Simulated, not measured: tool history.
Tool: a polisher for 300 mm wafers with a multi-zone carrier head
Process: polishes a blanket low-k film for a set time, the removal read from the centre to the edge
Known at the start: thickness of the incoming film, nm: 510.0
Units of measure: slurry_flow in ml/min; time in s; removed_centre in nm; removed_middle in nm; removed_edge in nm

run 1 hour=0.0 | slurry_flow=305 centre_zone=1.00 middle_zone=1.00 edge_zone=1.00 slurry_solids=1.00 time=35 | removed_centre=11.242 removed_middle=11.448 removed_edge=11.124
run 2 hour=5.1 | slurry_flow=305 centre_zone=1.06 middle_zone=1.00 edge_zone=1.00 slurry_solids=1.00 time=35 | removed_centre=11.855 removed_middle=11.367 removed_edge=11.211
run 3 hour=7.1 | slurry_flow=305 centre_zone=1.06 middle_zone=1.01 edge_zone=1.03 slurry_solids=1.10 time=36 | removed_centre=12.801 removed_middle=12.694 removed_edge=12.257
run 4 hour=7.9 | slurry_flow=245 centre_zone=1.06 middle_zone=1.01 edge_zone=1.03 slurry_solids=1.10 time=36 | removed_centre=12.462 removed_middle=12.343 removed_edge=11.860
run 5 hour=12.9 | slurry_flow=245 centre_zone=1.00 middle_zone=1.01 edge_zone=1.03 slurry_solids=1.10 time=36 | removed_centre=11.845 removed_middle=12.178 removed_edge=11.962
run 6 hour=15.6 | slurry_flow=260 centre_zone=1.02 middle_zone=1.00 edge_zone=1.06 slurry_solids=1.15 time=36 | removed_centre=12.348 removed_middle=12.356 removed_edge=12.383
run 7 hour=22.1 | slurry_flow=275 centre_zone=1.03 middle_zone=1.00 edge_zone=1.08 slurry_solids=1.20 time=37 | removed_centre=12.988 removed_middle=12.856 removed_edge=13.300
run 8 hour=24.1 | slurry_flow=285 centre_zone=1.05 middle_zone=1.01 edge_zone=1.10 slurry_solids=1.25 time=37 | removed_centre=13.868 removed_middle=13.534 removed_edge=13.828

Run 9, settings as shown, results not yet in. Your forecast:
run 9 hour=24.7 | slurry_flow=300 centre_zone=1.05 middle_zone=1.02 edge_zone=1.12 slurry_solids=1.30 time=37 | removed_centre=? removed_middle=? removed_edge=?

removed_centre: 14.219 nm
removed_middle: 13.576 nm
removed_edge: 13.969 nm
